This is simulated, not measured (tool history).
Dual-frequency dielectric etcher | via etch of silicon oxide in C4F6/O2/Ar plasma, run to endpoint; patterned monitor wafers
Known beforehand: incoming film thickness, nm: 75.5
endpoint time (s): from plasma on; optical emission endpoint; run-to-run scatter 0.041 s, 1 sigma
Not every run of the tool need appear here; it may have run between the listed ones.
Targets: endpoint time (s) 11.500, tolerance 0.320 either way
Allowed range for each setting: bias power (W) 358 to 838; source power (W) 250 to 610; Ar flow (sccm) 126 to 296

run 1 day=0.000 | bias_power_(W)=598 source_power_(W)=430 Ar_flow_(sccm)=211 | endpoint_time_(s)=14.047
run 2 day=0.342 | bias_power_(W)=627 source_power_(W)=440 Ar_flow_(sccm)=209 | endpoint_time_(s)=13.630
run 3 day=0.608 | bias_power_(W)=653 source_power_(W)=450 Ar_flow_(sccm)=208 | endpoint_time_(s)=13.133
run 4 day=0.925 | bias_power_(W)=653 source_power_(W)=420 Ar_flow_(sccm)=208 | endpoint_time_(s)=13.727
run 5 day=1.192 | bias_power_(W)=675 source_power_(W)=430 Ar_flow_(sccm)=207 | endpoint_time_(s)=13.286
run 6 day=1.329 | bias_power_(W)=675 source_power_(W)=430 Ar_flow_(sccm)=228 | endpoint_time_(s)=13.537
run 7 day=1.462 | bias_power_(W)=695 source_power_(W)=440 Ar_flow_(sccm)=227 | endpoint_time_(s)=13.205
run 8 day=1.662 | bias_power_(W)=712 source_power_(W)=450 Ar_flow_(sccm)=226 | endpoint_time_(s)=12.939
run 9 day=1.742 | bias_power_(W)=727 source_power_(W)=460 Ar_flow_(sccm)=225 | endpoint_time_(s)=12.736
run 10 day=2.033 | bias_power_(W)=740 source_power_(W)=470 Ar_flow_(sccm)=224 | endpoint_time_(s)=12.446
run 11 day=2.150 | bias_power_(W)=751 source_power_(W)=470 Ar_flow_(sccm)=223 | endpoint_time_(s)=12.419
run 12 day=2.396 | bias_power_(W)=761 source_power_(W)=480 Ar_flow_(sccm)=222 | endpoint_time_(s)=12.223
run 13 day=2.567 | bias_power_(W)=770 source_power_(W)=480 Ar_flow_(sccm)=221 | endpoint_time_(s)=12.201
run 14 day=2.750 | bias_power_(W)=778 source_power_(W)=490 Ar_flow_(sccm)=220 | endpoint_time_(s)=12.054

4 candidate next runs follow, results not yet known. Just one meets every target within its allowed miss. Identify it.
run A day=2.933 | bias_power_(W)=714 source_power_(W)=490 Ar_flow_(sccm)=214 | endpoint_time_(s)=?
run B day=2.933 | bias_power_(W)=757 source_power_(W)=470 Ar_flow_(sccm)=217 | endpoint_time_(s)=?
run C day=2.933 | bias_power_(W)=789 source_power_(W)=540 Ar_flow_(sccm)=226 | endpoint_time_(s)=?
run D day=2.933 | bias_power_(W)=785 source_power_(W)=500 Ar_flow_(sccm)=254 | endpoint_time_(s)=?

move=A endpoint_time_(s)=12.412
move=B endpoint_time_(s)=12.366
move=C endpoint_time_(s)=11.576
move=D endpoint_time_(s)=12.148
A: the biggest miss grows against the last run
B: the biggest miss grows against the last run
C: hits every target within its allowed miss
D: the biggest miss grows against the last run
Correct choice: C, which meets every target
